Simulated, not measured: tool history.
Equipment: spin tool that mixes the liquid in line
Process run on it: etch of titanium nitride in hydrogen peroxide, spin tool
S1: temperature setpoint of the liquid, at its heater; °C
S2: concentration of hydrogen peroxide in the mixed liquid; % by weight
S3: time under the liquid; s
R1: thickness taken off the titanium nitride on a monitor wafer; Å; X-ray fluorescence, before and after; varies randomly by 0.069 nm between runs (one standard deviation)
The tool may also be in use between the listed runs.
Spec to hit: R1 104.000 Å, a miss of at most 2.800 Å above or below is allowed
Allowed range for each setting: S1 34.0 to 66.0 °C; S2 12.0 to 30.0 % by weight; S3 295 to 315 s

run 1 hour=0.0 | S1=50.0 S2=20.5 S3=295 | R1=75.085
run 2 hour=4.7 | S1=51.0 S2=20.5 S3=295 | R1=80.322
run 3 hour=9.2 | S1=51.5 S2=20.5 S3=295 | R1=83.521
run 4 hour=15.5 | S1=51.5 S2=20.5 S3=295 | R1=82.947
run 5 hour=20.6 | S1=52.0 S2=20.5 S3=295 | R1=86.223
run 6 hour=28.6 | S1=52.0 S2=20.5 S3=295 | R1=86.489
run 7 hour=36.8 | S1=52.5 S2=20.5 S3=295 | R1=88.725
run 8 hour=45.8 | S1=53.0 S2=20.5 S3=295 | R1=93.608

Of the 4 settings listed for the next run, only one would bring every result within its allowed miss of target. Which one?
run A hour=54.8 | S1=55.5 S2=21.5 S3=295 | R1=?
run B hour=54.8 | S1=55.0 S2=19.0 S3=315 | R1=?
run C hour=54.8 | S1=54.5 S2=22.0 S3=295 | R1=?
run D hour=54.8 | S1=52.0 S2=21.5 S3=295 | R1=?

move=A R1=111.340
move=B R1=111.800
move=C R1=104.330
move=D R1=86.971
A: takes the result that was furthest off past its target
B: takes the result that was furthest off past its target
C: every result within its allowed miss
D: the biggest miss grows against the last run
Answer: C

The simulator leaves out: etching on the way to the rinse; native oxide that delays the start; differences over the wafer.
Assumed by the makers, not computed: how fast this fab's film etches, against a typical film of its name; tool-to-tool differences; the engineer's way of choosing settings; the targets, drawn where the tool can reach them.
